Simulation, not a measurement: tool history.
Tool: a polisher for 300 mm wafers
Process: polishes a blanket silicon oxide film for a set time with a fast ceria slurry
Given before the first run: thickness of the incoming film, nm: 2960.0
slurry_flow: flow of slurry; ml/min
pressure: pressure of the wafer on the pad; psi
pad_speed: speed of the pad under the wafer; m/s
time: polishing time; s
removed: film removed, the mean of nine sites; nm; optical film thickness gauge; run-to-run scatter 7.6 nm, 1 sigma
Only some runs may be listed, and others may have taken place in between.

run  hour  slurry_flow  pressure  pad_speed  time  removed
  1   0.0          220       2.1       1.08   117  1591.30
  2   8.9          220       1.8       1.00   117  1259.90
  3  15.7          220       1.8       1.00   117  1265.20
  4  23.1          220       1.8       1.00   122  1344.70
  5  24.7          220       1.6       0.94   122  1160.60
  6  26.3          185       1.6       0.94   122  1116.30
  7  31.6          180       1.4       0.90   122   973.19
  8  39.2          175       1.3       0.88   122   880.85
  9  40.9          170       1.2       0.86   122   834.91
     48.3  -- worn pad replaced by a new one
 10  48.3          165       1.1       0.84   122   848.74
 11  55.8          160       1.1       0.80   122   821.78
 12  64.1          160       1.1       0.76   122   779.93

Run 13 comes next. What will it give?
 13  67.8          160       1.1       0.74   122        ?

Run 13 produced removed 756.46 nm.

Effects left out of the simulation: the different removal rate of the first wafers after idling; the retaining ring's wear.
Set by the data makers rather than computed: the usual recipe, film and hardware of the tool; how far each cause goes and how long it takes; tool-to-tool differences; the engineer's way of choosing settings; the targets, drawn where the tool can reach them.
